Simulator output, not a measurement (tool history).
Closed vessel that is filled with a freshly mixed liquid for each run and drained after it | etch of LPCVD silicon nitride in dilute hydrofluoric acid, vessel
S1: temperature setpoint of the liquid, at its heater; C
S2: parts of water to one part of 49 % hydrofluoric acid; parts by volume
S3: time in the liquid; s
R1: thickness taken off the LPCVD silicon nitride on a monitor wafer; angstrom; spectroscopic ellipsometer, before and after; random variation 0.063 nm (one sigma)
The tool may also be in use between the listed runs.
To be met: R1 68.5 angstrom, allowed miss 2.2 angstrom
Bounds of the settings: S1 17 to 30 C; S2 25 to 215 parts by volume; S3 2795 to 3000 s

run  hour    S1   S2    S3      R1
  1     0    22  120  2795  94.562
  2   9.2    22  120  2795  93.519
  3  17.2    25  120  2795  115.36
  4  18.6    24  120  2795  108.95
  5  21.4    24  120  2795  108.61
  6  30.2    24   75  2795  171.25
  7    37    23   80  2795  151.43
  8  40.3    22   85  2795  133.49
  9  45.8  21.5   90  2795  123.99
 10  52.7    21   95  2795  111.44
 11  60.4  20.5  100  2795  103.31
 12  66.3  20.5  100  2795  101.77
 13  69.9    17  125  2795  63.824

Which of these 5 next moves meets every target?
  A  73.5    17  135  2810   ?
  B  73.5    17  120  2860   ?
  C  73.5    17  130  2810   ?
  D  73.5  17.5  135  2810   ?
  E  73.5  19.5  135  2920   ?

move      R1
   A  60.175
   B  68.624
   C  62.407
   D   62.28
   E  74.152
A: further off than the last run
B: meets every target
C: further off than the last run
D: further off than the last run
E: takes the result that was furthest off past its target
Move B is the one to make.
